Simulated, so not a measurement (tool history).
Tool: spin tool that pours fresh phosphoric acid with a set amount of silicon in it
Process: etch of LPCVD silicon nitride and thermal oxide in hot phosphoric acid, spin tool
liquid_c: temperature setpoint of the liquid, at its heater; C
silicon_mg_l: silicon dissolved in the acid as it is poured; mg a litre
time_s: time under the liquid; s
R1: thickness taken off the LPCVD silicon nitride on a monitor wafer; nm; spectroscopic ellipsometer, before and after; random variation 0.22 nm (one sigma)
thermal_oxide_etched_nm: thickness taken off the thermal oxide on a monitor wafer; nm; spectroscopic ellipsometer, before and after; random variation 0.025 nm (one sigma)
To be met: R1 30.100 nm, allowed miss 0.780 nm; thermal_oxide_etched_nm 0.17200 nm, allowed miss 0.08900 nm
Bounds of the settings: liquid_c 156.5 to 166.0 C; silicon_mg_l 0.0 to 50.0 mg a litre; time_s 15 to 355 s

run 1 hour=0.0 | liquid_c=161.0 silicon_mg_l=29.5 time_s=180 | R1=17.859 thermal_oxide_etched_nm=0.22450
run 2 hour=5.3 | liquid_c=159.0 silicon_mg_l=29.5 time_s=180 | R1=16.564 thermal_oxide_etched_nm=0.21781
run 3 hour=11.9 | liquid_c=159.5 silicon_mg_l=32.0 time_s=190 | R1=17.971 thermal_oxide_etched_nm=0.27338
run 4 hour=15.9 | liquid_c=159.5 silicon_mg_l=15.5 time_s=190 | R1=17.870 thermal_oxide_etched_nm=0.35310
run 5 hour=22.9 | liquid_c=157.5 silicon_mg_l=15.5 time_s=190 | R1=16.551 thermal_oxide_etched_nm=0.30388
run 6 hour=26.5 | liquid_c=158.5 silicon_mg_l=15.5 time_s=190 | R1=17.134 thermal_oxide_etched_nm=0.37747
run 7 hour=34.1 | liquid_c=159.5 silicon_mg_l=20.0 time_s=200 | R1=18.572 thermal_oxide_etched_nm=0.33205
run 8 hour=36.8 | liquid_c=162.0 silicon_mg_l=39.0 time_s=280 | R1=28.444 thermal_oxide_etched_nm=0.26481
run 9 hour=38.5 | liquid_c=162.0 silicon_mg_l=40.5 time_s=280 | R1=28.749 thermal_oxide_etched_nm=0.19975
-- hour=41.1 dissolved silicon flow meter replaced
run 10 hour=41.1 | liquid_c=162.0 silicon_mg_l=41.0 time_s=280 | R1=28.339 thermal_oxide_etched_nm=0.22271
run 11 hour=47.4 | liquid_c=162.0 silicon_mg_l=42.0 time_s=280 | R1=28.883 thermal_oxide_etched_nm=0.15624
run 12 hour=53.8 | liquid_c=162.5 silicon_mg_l=41.5 time_s=280 | R1=28.952 thermal_oxide_etched_nm=0.21166
run 13 hour=61.1 | liquid_c=162.5 silicon_mg_l=42.5 time_s=280 | R1=29.220 thermal_oxide_etched_nm=0.20084
run 14 hour=69.0 | liquid_c=162.5 silicon_mg_l=43.0 time_s=280 | R1=28.963 thermal_oxide_etched_nm=0.15482

5 next moves are on the table. One of them brings every result within its allowed miss. Which?
run A hour=76.9 | liquid_c=162.0 silicon_mg_l=48.5 time_s=280 | R1=? thermal_oxide_etched_nm=?
run B hour=76.9 | liquid_c=163.0 silicon_mg_l=49.5 time_s=285 | R1=? thermal_oxide_etched_nm=?
run C hour=76.9 | liquid_c=161.0 silicon_mg_l=39.5 time_s=280 | R1=? thermal_oxide_etched_nm=?
run D hour=76.9 | liquid_c=164.5 silicon_mg_l=46.5 time_s=255 | R1=? thermal_oxide_etched_nm=?
run E hour=76.9 | liquid_c=160.5 silicon_mg_l=44.0 time_s=290 | R1=? thermal_oxide_etched_nm=?

move=A R1=28.460 thermal_oxide_etched_nm=0.19755
move=B R1=29.946 thermal_oxide_etched_nm=0.21635
move=C R1=27.526 thermal_oxide_etched_nm=0.27222
move=D R1=28.154 thermal_oxide_etched_nm=0.21593
move=E R1=28.036 thermal_oxide_etched_nm=0.19284
A: further off than the last run
B: meets every target
C: further off than the last run
D: further off than the last run
E: further off than the last run
Move B is the one to make.
